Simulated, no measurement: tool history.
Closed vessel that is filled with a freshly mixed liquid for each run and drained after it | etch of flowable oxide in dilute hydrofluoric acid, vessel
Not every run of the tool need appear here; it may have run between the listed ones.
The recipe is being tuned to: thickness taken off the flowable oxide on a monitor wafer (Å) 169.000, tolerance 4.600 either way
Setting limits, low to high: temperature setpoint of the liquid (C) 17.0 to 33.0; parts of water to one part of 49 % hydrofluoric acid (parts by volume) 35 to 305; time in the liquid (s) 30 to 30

run  hour  temperature setpoint of the liquid (C)  parts of water to one part of 49 % hydrofluoric acid (parts by volume)  time in the liquid (s)  thickness taken off the flowable oxide on a monitor wafer (Å)
  1   0.0                                    25.0                                                                     170                      30                                                         69.846
  2   5.3                                    23.5                                                                     170                      30                                                         66.242
  3  10.7                                    23.5                                                                     170                      30                                                         66.694
  4  12.5                                    23.5                                                                     170                      30                                                         65.761
  5  21.0                                    23.5                                                                     205                      30                                                         53.164
  6  25.3                                    23.5                                                                     180                      30                                                         62.560
  7  30.8                                    25.0                                                                     160                      30                                                         75.188
  8  39.4                                    26.5                                                                     145                      30                                                         89.456
  9  46.3                                    27.5                                                                     135                      30                                                        101.030

4 next moves are on the table. One of them brings every result within its allowed miss. Which?
  A  53.2                                    29.0                                                                      75                      30                                                              ?
  B  53.2                                    29.0                                                                      90                      30                                                              ?
  C  53.2                                    27.0                                                                      95                      30                                                              ?
  D  53.2                                    26.5                                                                      75                      30                                                              ?

move  thickness taken off the flowable oxide on a monitor wafer (Å)
   A                                                        209.730
   B                                                        171.090
   C                                                        149.070
   D                                                        190.200
A: the result that was furthest off in the last run now lies on the other side of its target
B: in spec on every target
C: moves toward the targets from the last run without getting all of them in spec
D: the result that was furthest off in the last run now lies on the other side of its target
Answer: B
